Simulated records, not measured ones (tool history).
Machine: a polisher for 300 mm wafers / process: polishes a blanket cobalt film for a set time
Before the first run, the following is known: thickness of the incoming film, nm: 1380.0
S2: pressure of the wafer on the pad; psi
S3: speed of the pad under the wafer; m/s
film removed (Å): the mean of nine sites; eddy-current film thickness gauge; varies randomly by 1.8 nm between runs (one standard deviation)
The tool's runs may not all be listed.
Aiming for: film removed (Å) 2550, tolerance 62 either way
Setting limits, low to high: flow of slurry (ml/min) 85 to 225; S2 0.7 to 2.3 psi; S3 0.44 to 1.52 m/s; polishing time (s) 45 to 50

Run 1, hour 0: flow of slurry (ml/min) 145, S2 1.5 psi, S3 0.98 m/s, polishing time (s) 50. Result: film removed (Å) 2171.6.
Run 2, hour 2.4: flow of slurry (ml/min) 145, S2 1.3 psi, S3 0.98 m/s, polishing time (s) 50. Result: film removed (Å) 1949.4.
Run 3, hour 9.6: flow of slurry (ml/min) 150, S2 1.4 psi, S3 0.98 m/s, polishing time (s) 50. Result: film removed (Å) 2074.
Run 4, hour 15.9: flow of slurry (ml/min) 155, S2 1.4 psi, S3 0.98 m/s, polishing time (s) 50. Result: film removed (Å) 2081.4.
Run 5, hour 18.8: flow of slurry (ml/min) 155, S2 1.2 psi, S3 0.98 m/s, polishing time (s) 50. Result: film removed (Å) 1844.4.
Run 6, hour 21.8: flow of slurry (ml/min) 155, S2 1.2 psi, S3 0.98 m/s, polishing time (s) 50. Result: film removed (Å) 1863.8.
Run 7, hour 22.8: flow of slurry (ml/min) 160, S2 1.3 psi, S3 0.98 m/s, polishing time (s) 50. Result: film removed (Å) 1983.7.
Run 8, hour 26.9: flow of slurry (ml/min) 165, S2 1.3 psi, S3 0.98 m/s, polishing time (s) 50. Result: film removed (Å) 2004.7.
Run 9, hour 32.6: flow of slurry (ml/min) 170, S2 1.3 psi, S3 0.98 m/s, polishing time (s) 50. Result: film removed (Å) 2001.8.
Run 10, hour 36.8: flow of slurry (ml/min) 175, S2 1.4 psi, S3 0.98 m/s, polishing time (s) 50. Result: film removed (Å) 2134.9.
Run 11, hour 40.1: flow of slurry (ml/min) 180, S2 1.4 psi, S3 0.98 m/s, polishing time (s) 50. Result: film removed (Å) 2116.6.
Run 12, hour 41.8: flow of slurry (ml/min) 185, S2 1.6 psi, S3 0.98 m/s, polishing time (s) 50. Result: film removed (Å) 2367.9.

Exactly one of the 5 candidate moves below puts every result within its allowed miss. Which one?
Run A, hour 43.5: flow of slurry (ml/min) 145, S2 1.4 psi, S3 1.1 m/s, polishing time (s) 49. Result: film removed (Å) ?.
Run B, hour 43.5: flow of slurry (ml/min) 195, S2 1.6 psi, S3 0.96 m/s, polishing time (s) 48. Result: film removed (Å) ?.
Run C, hour 43.5: flow of slurry (ml/min) 160, S2 1.7 psi, S3 1.04 m/s, polishing time (s) 49. Result: film removed (Å) ?.
Run D, hour 43.5: flow of slurry (ml/min) 170, S2 1.6 psi, S3 1.12 m/s, polishing time (s) 50. Result: film removed (Å) ?.
Run E, hour 43.5: flow of slurry (ml/min) 200, S2 1.5 psi, S3 1.08 m/s, polishing time (s) 47. Result: film removed (Å) ?.

move  film removed (Å)
   A            2243.7
   B            2242.3
   C            2514.9
   D            2656.9
   E            2349.8
A: moves away from the targets compared with the last run
B: moves away from the targets compared with the last run
C: meets every target
D: the result that was furthest off in the last run now lies on the other side of its target
E: moves away from the targets compared with the last run
C meets every target.
